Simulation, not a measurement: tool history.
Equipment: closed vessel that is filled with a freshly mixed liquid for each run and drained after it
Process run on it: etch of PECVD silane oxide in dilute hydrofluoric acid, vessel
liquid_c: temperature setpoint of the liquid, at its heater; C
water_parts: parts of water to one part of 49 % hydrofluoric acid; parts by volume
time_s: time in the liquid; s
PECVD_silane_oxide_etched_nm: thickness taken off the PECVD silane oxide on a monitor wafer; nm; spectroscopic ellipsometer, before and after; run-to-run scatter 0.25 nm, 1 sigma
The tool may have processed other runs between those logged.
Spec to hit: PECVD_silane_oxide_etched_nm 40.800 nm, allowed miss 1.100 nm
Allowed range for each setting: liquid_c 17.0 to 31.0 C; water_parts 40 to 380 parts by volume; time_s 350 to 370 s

Run 1, hour 0.0: liquid_c 23.0 C, water_parts 210 parts by volume, time_s 350 s. Result: PECVD_silane_oxide_etched_nm 59.666 nm.
Run 2, hour 2.6: liquid_c 23.0 C, water_parts 210 parts by volume, time_s 350 s. Result: PECVD_silane_oxide_etched_nm 59.085 nm.
Run 3, hour 11.4: liquid_c 23.0 C, water_parts 210 parts by volume, time_s 370 s. Result: PECVD_silane_oxide_etched_nm 63.041 nm.
Run 4, hour 12.3: liquid_c 22.0 C, water_parts 215 parts by volume, time_s 370 s. Result: PECVD_silane_oxide_etched_nm 59.520 nm.
Run 5, hour 19.7: liquid_c 20.5 C, water_parts 215 parts by volume, time_s 370 s. Result: PECVD_silane_oxide_etched_nm 55.523 nm.
Run 6, hour 20.8: liquid_c 20.0 C, water_parts 220 parts by volume, time_s 370 s. Result: PECVD_silane_oxide_etched_nm 53.229 nm.
Run 7, hour 23.7: liquid_c 19.5 C, water_parts 225 parts by volume, time_s 370 s. Result: PECVD_silane_oxide_etched_nm 51.239 nm.
Run 8, hour 31.9: liquid_c 19.0 C, water_parts 230 parts by volume, time_s 370 s. Result: PECVD_silane_oxide_etched_nm 48.716 nm.
Run 9, hour 38.2: liquid_c 18.5 C, water_parts 235 parts by volume, time_s 370 s. Result: PECVD_silane_oxide_etched_nm 46.483 nm.
Run 10, hour 39.1: liquid_c 17.5 C, water_parts 245 parts by volume, time_s 370 s. Result: PECVD_silane_oxide_etched_nm 42.835 nm.
At hour 43.7: hydrofluoric acid flow meter replaced.
Run 11, hour 43.7: liquid_c 17.0 C, water_parts 250 parts by volume, time_s 370 s. Result: PECVD_silane_oxide_etched_nm 44.251 nm.
Run 12, hour 48.7: liquid_c 17.0 C, water_parts 250 parts by volume, time_s 370 s. Result: PECVD_silane_oxide_etched_nm 44.594 nm.

Of the 4 settings listed for the next run, only one would bring every result within its allowed miss of target. Which one?
Run A, hour 53.7: liquid_c 17.5 C, water_parts 270 parts by volume, time_s 370 s. Result: PECVD_silane_oxide_etched_nm ?.
Run B, hour 53.7: liquid_c 17.0 C, water_parts 250 parts by volume, time_s 365 s. Result: PECVD_silane_oxide_etched_nm ?.
Run C, hour 53.7: liquid_c 19.5 C, water_parts 265 parts by volume, time_s 355 s. Result: PECVD_silane_oxide_etched_nm ?.
Run D, hour 53.7: liquid_c 19.0 C, water_parts 275 parts by volume, time_s 370 s. Result: PECVD_silane_oxide_etched_nm ?.

move  PECVD_silane_oxide_etched_nm
   A                        40.705
   B                        43.286
   C                        43.110
   D                        42.114
A: hits every target within its allowed miss
B: nearer the targets than the last run, but a result is still out of spec
C: nearer the targets than the last run, but a result is still out of spec
D: nearer the targets than the last run, but a result is still out of spec
Answer: A
